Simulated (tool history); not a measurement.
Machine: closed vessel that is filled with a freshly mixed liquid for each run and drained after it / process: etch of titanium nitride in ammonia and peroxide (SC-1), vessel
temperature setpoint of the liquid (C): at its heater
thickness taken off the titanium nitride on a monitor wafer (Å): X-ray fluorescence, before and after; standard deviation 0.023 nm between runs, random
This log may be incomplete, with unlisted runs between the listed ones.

run	hour	temperature setpoint of the liquid (C)	parts of water to one part of 30 % peroxide (parts by volume)	parts of 29 % ammonia solution to one part of 30 % peroxide (parts by volume)	time in the liquid (s)	thickness taken off the titanium nitride on a monitor wafer (Å)
1	0	53	10.5	0.7	75	39.773
2	6.5	46.5	10.5	0.7	75	25.496
3	8.9	46.5	7.5	0.7	75	29.951
4	16.9	43.5	7.5	0.7	75	24.023
5	22.9	41	7.5	0.7	75	20.237
6	28.8	41	7.5	0.7	75	20.106
7	36.6	44	7.5	0.7	75	25.149

The next listed run, before its measurement:
8	39.8	52	7.5	0.7	75	?

{"run 8": {"thickness taken off the titanium nitride on a monitor wafer (Å)": 44.61}}

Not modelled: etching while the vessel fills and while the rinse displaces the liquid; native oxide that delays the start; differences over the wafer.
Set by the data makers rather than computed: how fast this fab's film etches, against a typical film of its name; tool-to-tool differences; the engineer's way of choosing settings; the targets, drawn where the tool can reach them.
